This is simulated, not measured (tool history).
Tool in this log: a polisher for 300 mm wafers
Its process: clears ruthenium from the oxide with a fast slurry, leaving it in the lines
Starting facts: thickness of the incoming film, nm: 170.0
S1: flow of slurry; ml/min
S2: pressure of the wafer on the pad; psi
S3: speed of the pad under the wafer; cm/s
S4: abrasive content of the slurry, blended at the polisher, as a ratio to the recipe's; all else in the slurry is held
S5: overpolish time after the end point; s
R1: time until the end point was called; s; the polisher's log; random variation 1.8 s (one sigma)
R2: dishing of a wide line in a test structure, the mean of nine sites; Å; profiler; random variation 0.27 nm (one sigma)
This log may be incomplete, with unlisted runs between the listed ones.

{"run": 1, "hour": 0.0, "S1": 215, "S2": 2.7, "S3": 86, "S4": 1, "S5": 20, "R1": 65.184, "R2": 462.6}
{"run": 2, "hour": 4.0, "S1": 215, "S2": 2.7, "S3": 64, "S4": 1, "S5": 20, "R1": 81.953, "R2": 370.49}
{"run": 3, "hour": 12.3, "S1": 215, "S2": 2.5, "S3": 62, "S4": 1, "S5": 18, "R1": 91.139, "R2": 316.89}
{"run": 4, "hour": 18.2, "S1": 215, "S2": 2.5, "S3": 62, "S4": 1, "S5": 26, "R1": 91.084, "R2": 443.95}
{"run": 5, "hour": 21.8, "S1": 265, "S2": 2.5, "S3": 62, "S4": 1, "S5": 26, "R1": 89.204, "R2": 428.36}
{"run": 6, "hour": 27.4, "S1": 220, "S2": 2.5, "S3": 62, "S4": 1, "S5": 26, "R1": 90.44, "R2": 451.48}
{"run": 7, "hour": 35.4, "S1": 220, "S2": 2.5, "S3": 62, "S4": 1, "S5": 26, "R1": 90.256, "R2": 432.68}
{"run": 8, "hour": 39.8, "S1": 225, "S2": 2.4, "S3": 58, "S4": 1, "S5": 23, "R1": 100.49, "R2": 367.87}
{"run": 9, "hour": 44.0, "S1": 240, "S2": 2.4, "S3": 54, "S4": 1, "S5": 20, "R1": 102.15, "R2": 310.75}

Run 10 is up next; what results do you expect?
{"run": 10, "hour": 46.7, "S1": 255, "S2": 2.3, "S3": 52, "S4": 1, "S5": 18, "R1": "?", "R2": "?"}

For run 10 the tool returned R1 108.36 s, R2 269.42 Å.
